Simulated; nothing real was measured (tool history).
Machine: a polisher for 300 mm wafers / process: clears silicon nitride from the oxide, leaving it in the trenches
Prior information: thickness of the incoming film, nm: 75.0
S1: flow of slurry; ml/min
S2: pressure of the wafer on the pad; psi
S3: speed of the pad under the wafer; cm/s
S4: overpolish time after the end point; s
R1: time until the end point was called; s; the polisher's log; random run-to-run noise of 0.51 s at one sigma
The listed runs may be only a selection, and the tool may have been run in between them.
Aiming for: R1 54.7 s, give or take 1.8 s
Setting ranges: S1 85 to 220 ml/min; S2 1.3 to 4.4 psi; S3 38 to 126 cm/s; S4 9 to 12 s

run,hour,S1,S2,S3,S4,R1
1,0,140,2.8,82,12,102.03
2,1.7,145,3,82,12,94.621
3,9,145,3,82,12,92.433
4,11.4,150,3.1,82,12,91.157
5,16,175,3.1,82,12,88.954
6,17.1,200,3.1,82,12,87.566
7,22.5,200,3.2,82,12,84.909
8,23.1,200,3.3,82,12,81.748

Pick the move, out of 5, that brings all results within their allowed miss; only one does.
A,23.7,190,4.1,92,9,?
B,23.7,205,4.1,94,12,?
C,23.7,180,3,70,9,?
D,23.7,215,2.3,56,9,?
E,23.7,205,4.4,96,10,?

move,R1
A,61.235
B,59.642
C,102.58
D,151.48
E,54.752
A: nearer the targets than the last run, but a result is still out of spec
B: nearer the targets than the last run, but a result is still out of spec
C: the biggest miss grows against the last run
D: the biggest miss grows against the last run
E: all results in spec
So the answer is move E, the one that meets all the targets.
